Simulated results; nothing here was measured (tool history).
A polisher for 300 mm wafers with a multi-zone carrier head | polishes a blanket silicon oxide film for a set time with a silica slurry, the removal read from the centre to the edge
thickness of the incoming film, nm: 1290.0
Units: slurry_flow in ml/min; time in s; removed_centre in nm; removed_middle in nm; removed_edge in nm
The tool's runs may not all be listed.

{"run": 1, "hour": 0.0, "slurry_flow": 125, "centre_zone": 1.0, "middle_zone": 1.0, "edge_zone": 1.0, "slurry_solids": 1.0, "time": 32, "removed_centre": 115.78, "removed_middle": 114.7, "removed_edge": 118.65}
{"run": 2, "hour": 8.0, "slurry_flow": 120, "centre_zone": 1.01, "middle_zone": 0.98, "edge_zone": 0.97, "slurry_solids": 0.95, "time": 32, "removed_centre": 113.06, "removed_middle": 109.47, "removed_edge": 113.4}
{"run": 3, "hour": 12.3, "slurry_flow": 115, "centre_zone": 1.02, "middle_zone": 0.96, "edge_zone": 0.95, "slurry_solids": 0.9, "time": 32, "removed_centre": 108.96, "removed_middle": 104.0, "removed_edge": 108.72}
{"run": 4, "hour": 14.4, "slurry_flow": 135, "centre_zone": 1.02, "middle_zone": 0.96, "edge_zone": 0.95, "slurry_solids": 0.9, "time": 32, "removed_centre": 114.02, "removed_middle": 111.11, "removed_edge": 111.24}
{"run": 5, "hour": 21.5, "slurry_flow": 135, "centre_zone": 1.02, "middle_zone": 0.96, "edge_zone": 0.95, "slurry_solids": 0.75, "time": 32, "removed_centre": 103.56, "removed_middle": 100.78, "removed_edge": 102.05}
{"run": 6, "hour": 27.5, "slurry_flow": 135, "centre_zone": 1.02, "middle_zone": 0.89, "edge_zone": 0.95, "slurry_solids": 0.75, "time": 32, "removed_centre": 103.98, "removed_middle": 95.177, "removed_edge": 103.91}
{"run": 7, "hour": 28.5, "slurry_flow": 130, "centre_zone": 1.03, "middle_zone": 0.88, "edge_zone": 0.93, "slurry_solids": 0.75, "time": 32, "removed_centre": 104.01, "removed_middle": 93.421, "removed_edge": 100.07}
{"run": 8, "hour": 37.4, "slurry_flow": 125, "centre_zone": 1.03, "middle_zone": 0.87, "edge_zone": 0.92, "slurry_solids": 0.75, "time": 32, "removed_centre": 103.6, "removed_middle": 92.691, "removed_edge": 99.439}
{"run": 9, "hour": 42.7, "slurry_flow": 90, "centre_zone": 1.05, "middle_zone": 0.81, "edge_zone": 0.85, "slurry_solids": 0.7, "time": 32, "removed_centre": 91.707, "removed_middle": 75.709, "removed_edge": 88.524}

Forecast run 10:
{"run": 10, "hour": 46.8, "slurry_flow": 95, "centre_zone": 1.05, "middle_zone": 0.82, "edge_zone": 0.85, "slurry_solids": 0.7, "time": 32, "removed_centre": "?", "removed_middle": "?", "removed_edge": "?"}

removed_centre: 91.936 nm
removed_middle: 78.788 nm
removed_edge: 89.443 nm

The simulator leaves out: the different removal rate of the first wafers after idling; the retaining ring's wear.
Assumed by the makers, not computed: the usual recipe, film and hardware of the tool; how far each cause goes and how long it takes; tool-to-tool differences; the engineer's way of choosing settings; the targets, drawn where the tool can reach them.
